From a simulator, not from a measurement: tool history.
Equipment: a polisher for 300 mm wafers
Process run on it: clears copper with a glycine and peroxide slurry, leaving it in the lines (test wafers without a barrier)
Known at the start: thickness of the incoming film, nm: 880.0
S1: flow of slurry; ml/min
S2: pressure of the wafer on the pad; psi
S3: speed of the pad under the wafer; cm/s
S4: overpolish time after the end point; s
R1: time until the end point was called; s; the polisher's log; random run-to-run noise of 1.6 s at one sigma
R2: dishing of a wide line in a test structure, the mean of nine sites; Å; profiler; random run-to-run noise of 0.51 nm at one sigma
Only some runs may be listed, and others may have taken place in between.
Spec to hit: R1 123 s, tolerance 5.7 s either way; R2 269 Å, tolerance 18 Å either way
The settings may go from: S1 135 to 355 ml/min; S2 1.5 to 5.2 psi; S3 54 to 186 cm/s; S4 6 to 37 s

run 1 hour=0 | S1=225 S2=3.3 S3=118 S4=19 | R1=142.04 R2=435.41
run 2 hour=2.4 | S1=225 S2=3.8 S3=118 S4=19 | R1=125.05 R2=456.77
run 3 hour=7.6 | S1=270 S2=3.8 S3=118 S4=19 | R1=119.52 R2=459.88
run 4 hour=12.6 | S1=290 S2=3.3 S3=134 S4=16 | R1=121.38 R2=430.13
run 5 hour=15.6 | S1=305 S2=2.9 S3=146 S4=14 | R1=128.27 R2=409.04
run 6 hour=17.8 | S1=355 S2=2.9 S3=146 S4=14 | R1=126.58 R2=428.13
run 7 hour=19.9 | S1=305 S2=2.7 S3=156 S4=12 | R1=129.57 R2=376.75
run 8 hour=28.2 | S1=265 S2=2.7 S3=164 S4=11 | R1=126.54 R2=373.73
run 9 hour=29.5 | S1=235 S2=2.7 S3=170 S4=10 | R1=120.25 R2=363.69
run 10 hour=30.1 | S1=235 S2=2.7 S3=170 S4=10 | R1=122.02 R2=365.56
run 11 hour=35.3 | S1=300 S2=1.8 S3=186 S4=6 | R1=156.77 R2=219.75
run 12 hour=39.8 | S1=305 S2=2 S3=186 S4=6 | R1=147.16 R2=235.22
run 13 hour=43.3 | S1=310 S2=2.1 S3=186 S4=6 | R1=136.85 R2=243.58
run 14 hour=49.3 | S1=310 S2=2.2 S3=186 S4=6 | R1=130.45 R2=255.41
run 15 hour=50.6 | S1=310 S2=2.4 S3=186 S4=8 | R1=122.38 R2=306.3
run 16 hour=54.3 | S1=320 S2=2.4 S3=186 S4=8 | R1=117.87 R2=307.02
run 17 hour=61.2 | S1=355 S2=1.9 S3=186 S4=6 | R1=149.36 R2=221.51
run 18 hour=66.8 | S1=355 S2=2 S3=186 S4=6 | R1=142.33 R2=240.19
run 19 hour=69.8 | S1=355 S2=2.1 S3=186 S4=6 | R1=135.33 R2=238.89
run 20 hour=76.3 | S1=355 S2=2.2 S3=186 S4=6 | R1=133.32 R2=247.93

5 next moves are on the table. One of them brings every result within its allowed miss. Which?
run A hour=82.8 | S1=295 S2=2.4 S3=186 S4=8 | R1=? R2=?
run B hour=82.8 | S1=355 S2=1.9 S3=186 S4=6 | R1=? R2=?
run C hour=82.8 | S1=325 S2=2.6 S3=172 S4=6 | R1=? R2=?
run D hour=82.8 | S1=355 S2=1.8 S3=186 S4=6 | R1=? R2=?
run E hour=82.8 | S1=310 S2=2.1 S3=164 S4=6 | R1=? R2=?

move=A R1=123.17 R2=308.25
move=B R1=148.73 R2=225.69
move=C R1=122 R2=261.87
move=D R1=155.75 R2=218.02
move=E R1=153.65 R2=222.2
A: brings the last run's worst result on target, with another outside its allowed miss
B: moves away from the targets compared with the last run
C: every result lands within tolerance
D: moves away from the targets compared with the last run
E: moves away from the targets compared with the last run
Move C is the one to make.
